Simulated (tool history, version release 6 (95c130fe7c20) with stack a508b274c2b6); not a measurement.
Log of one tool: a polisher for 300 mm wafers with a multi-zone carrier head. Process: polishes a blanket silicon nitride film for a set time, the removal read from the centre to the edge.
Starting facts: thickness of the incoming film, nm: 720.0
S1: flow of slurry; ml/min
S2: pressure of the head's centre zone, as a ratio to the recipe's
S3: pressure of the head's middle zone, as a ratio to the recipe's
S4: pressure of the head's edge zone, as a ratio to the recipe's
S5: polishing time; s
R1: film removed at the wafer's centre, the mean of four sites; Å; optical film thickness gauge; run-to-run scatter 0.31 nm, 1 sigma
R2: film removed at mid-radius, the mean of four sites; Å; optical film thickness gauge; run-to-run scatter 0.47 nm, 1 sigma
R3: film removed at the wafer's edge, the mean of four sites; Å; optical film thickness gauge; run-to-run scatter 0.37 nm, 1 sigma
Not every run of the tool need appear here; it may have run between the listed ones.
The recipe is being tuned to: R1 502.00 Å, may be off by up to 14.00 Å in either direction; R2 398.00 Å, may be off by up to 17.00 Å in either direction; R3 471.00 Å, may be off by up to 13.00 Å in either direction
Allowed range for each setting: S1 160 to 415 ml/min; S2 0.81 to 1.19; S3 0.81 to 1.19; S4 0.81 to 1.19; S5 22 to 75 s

run	hour	S1	S2	S3	S4	S5	R1	R2	R3
1	0.0	265	1.00	1.00	1.00	48	510.36	491.56	487.70
2	0.7	265	1.00	1.00	1.07	48	505.41	498.76	502.68
3	9.1	265	0.96	1.00	1.07	48	482.91	497.60	511.86
4	14.0	265	0.96	1.00	1.16	48	489.24	497.99	532.23
5	22.5	255	0.99	0.94	1.12	47	492.53	463.61	512.87
6	23.2	255	0.99	0.94	1.12	35	361.63	341.21	381.45
7	26.5	265	1.03	0.92	1.14	37	396.64	356.88	404.73
8	34.5	275	1.06	0.90	1.16	39	434.11	365.97	428.85

5 next moves are on the table. One of them brings every result within its allowed miss. Which?
A	42.5	295	1.11	0.88	1.12	43	?	?	?
B	42.5	265	1.07	1.11	1.00	36	?	?	?
C	42.5	270	0.81	0.89	1.19	43	?	?	?
D	42.5	265	1.16	0.95	1.15	38	?	?	?
E	42.5	275	0.94	0.85	1.14	37	?	?	?

move	R1	R2	R3
A	507.43	399.67	474.75
B	407.42	403.33	372.22
C	379.77	400.92	486.85
D	462.26	372.88	421.86
E	373.37	332.49	410.49
A: every result lands within tolerance
B: lands further from the targets than the last run did
C: lands further from the targets than the last run did
D: better than the last run, though not everything is in spec
E: lands further from the targets than the last run did
Move A is the one to make.
